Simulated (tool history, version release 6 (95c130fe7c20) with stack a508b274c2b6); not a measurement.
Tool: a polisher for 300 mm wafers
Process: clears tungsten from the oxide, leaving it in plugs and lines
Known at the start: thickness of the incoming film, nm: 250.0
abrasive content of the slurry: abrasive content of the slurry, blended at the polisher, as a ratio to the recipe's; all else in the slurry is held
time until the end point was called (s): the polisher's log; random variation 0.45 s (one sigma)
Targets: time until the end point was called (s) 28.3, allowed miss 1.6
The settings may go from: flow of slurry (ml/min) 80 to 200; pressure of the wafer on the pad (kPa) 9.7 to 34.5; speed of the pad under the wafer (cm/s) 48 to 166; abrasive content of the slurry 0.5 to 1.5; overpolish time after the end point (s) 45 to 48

run,hour,flow of slurry (ml/min),pressure of the wafer on the pad (kPa),speed of the pad under the wafer (cm/s),abrasive content of the slurry,overpolish time after the end point (s),time until the end point was called (s)
1,0,130,22.1,106,1,45,46.439
2,4.5,130,24.8,108,1,45,41.293
3,9.2,130,27.6,110,1,45,36.88
4,17.3,130,27.6,110,1,48,36.9
5,26.2,130,27.6,98,1,48,41.74
6,34.1,130,27.6,98,1,45,41.574
7,41,130,29.6,102,1,45,37.586
8,46.3,130,31,106,1,45,35.545
9,52,130,32.4,110,1,45,32.537
10,54.8,130,33.1,112,1,45,32.189

4 next moves are on the table. One of them brings every result within its allowed miss. Which?
A,57.6,135,32.4,100,1,46,?
B,57.6,135,31.7,88,1.1,48,?
C,57.6,150,33.8,116,1.1,45,?
D,57.6,150,32.4,104,0.6,45,?

move,time until the end point was called (s)
A,35.703
B,40.249
C,28.519
D,38.071
A: further off than the last run
B: further off than the last run
C: meets every target
D: further off than the last run
Answer: C
